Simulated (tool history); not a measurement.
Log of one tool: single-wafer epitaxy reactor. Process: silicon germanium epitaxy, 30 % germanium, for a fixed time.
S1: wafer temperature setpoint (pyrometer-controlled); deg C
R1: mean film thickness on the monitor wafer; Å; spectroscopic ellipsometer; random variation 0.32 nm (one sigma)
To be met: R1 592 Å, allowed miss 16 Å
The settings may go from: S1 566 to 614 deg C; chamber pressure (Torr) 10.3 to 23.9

{"run": 1, "hour": 0.0, "S1": 590, "chamber pressure (Torr)": 17.1, "R1": 450.79}
{"run": 2, "hour": 6.0, "S1": 590, "chamber pressure (Torr)": 14.3, "R1": 414.45}
{"run": 3, "hour": 9.7, "S1": 590, "chamber pressure (Torr)": 11.6, "R1": 366.51}
{"run": 4, "hour": 17.2, "S1": 585, "chamber pressure (Torr)": 11.6, "R1": 332.98}
{"run": 5, "hour": 23.6, "S1": 593, "chamber pressure (Torr)": 11.6, "R1": 386.41}
{"run": 6, "hour": 31.6, "S1": 593, "chamber pressure (Torr)": 13.3, "R1": 418.2}
{"run": 7, "hour": 33.5, "S1": 593, "chamber pressure (Torr)": 13.3, "R1": 414.65}
{"run": 8, "hour": 41.7, "S1": 599, "chamber pressure (Torr)": 13.4, "R1": 472.64}
{"run": 9, "hour": 42.4, "S1": 599, "chamber pressure (Torr)": 13.4, "R1": 470.79}
{"run": 10, "hour": 48.8, "S1": 602, "chamber pressure (Torr)": 13.5, "R1": 496.92}
{"run": 11, "hour": 52.8, "S1": 613, "chamber pressure (Torr)": 13.8, "R1": 617.54}
{"run": 12, "hour": 55.7, "S1": 612, "chamber pressure (Torr)": 13.8, "R1": 606.65}

5 next moves are on the table. One of them brings every result within its allowed miss. Which?
{"run": "A", "hour": 58.6, "S1": 614, "chamber pressure (Torr)": 13.4, "R1": "?"}
{"run": "B", "hour": 58.6, "S1": 614, "chamber pressure (Torr)": 11, "R1": "?"}
{"run": "C", "hour": 58.6, "S1": 612, "chamber pressure (Torr)": 13, "R1": "?"}
{"run": "D", "hour": 58.6, "S1": 614, "chamber pressure (Torr)": 13.1, "R1": "?"}
{"run": "E", "hour": 58.6, "S1": 613, "chamber pressure (Torr)": 14.3, "R1": "?"}

move=A R1=622.22
move=B R1=555.9
move=C R1=589.86
move=D R1=614.5
move=E R1=632.83
A: further off than the last run
B: takes the result that was furthest off past its target
C: meets every target
D: further off than the last run
E: further off than the last run
The right move is C.
